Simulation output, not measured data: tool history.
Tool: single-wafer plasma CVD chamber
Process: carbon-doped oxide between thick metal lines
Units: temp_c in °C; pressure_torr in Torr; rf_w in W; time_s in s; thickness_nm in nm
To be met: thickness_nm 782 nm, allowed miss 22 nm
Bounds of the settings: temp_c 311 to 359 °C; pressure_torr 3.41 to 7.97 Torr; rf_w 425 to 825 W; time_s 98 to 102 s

run	hour	temp_c	pressure_torr	rf_w	time_s	thickness_nm
1	0	335	5.69	625	102	677.07
2	3.8	335	6.39	625	102	687.82
3	4.6	334	6.47	635	102	698.96
4	11.4	333	6.55	645	102	708.82
5	20.3	332	6.62	655	102	719.2
6	25.7	342	6.62	655	102	698.16
7	30.6	341	6.71	665	102	705.32
8	39.3	340	6.8	675	102	712.85
9	47.2	339	6.88	685	102	723.45
10	48.7	338	6.94	690	102	731.9
11	49.5	337	7	695	102	735.33

5 next moves are on the table. One of them brings every result within its allowed miss. Which?
A	50.3	337	6.91	755	98	?
B	50.3	335	6.73	765	102	?
C	50.3	332	6.33	670	98	?
D	50.3	332	6.65	700	98	?
E	50.3	355	7.97	675	100	?

move	thickness_nm
A	748.37
B	788.62
C	700.7
D	723.55
E	682.57
A: nearer than the last run, and not there yet
B: meets every target
C: further off than the last run
D: further off than the last run
E: further off than the last run
The right move is B.
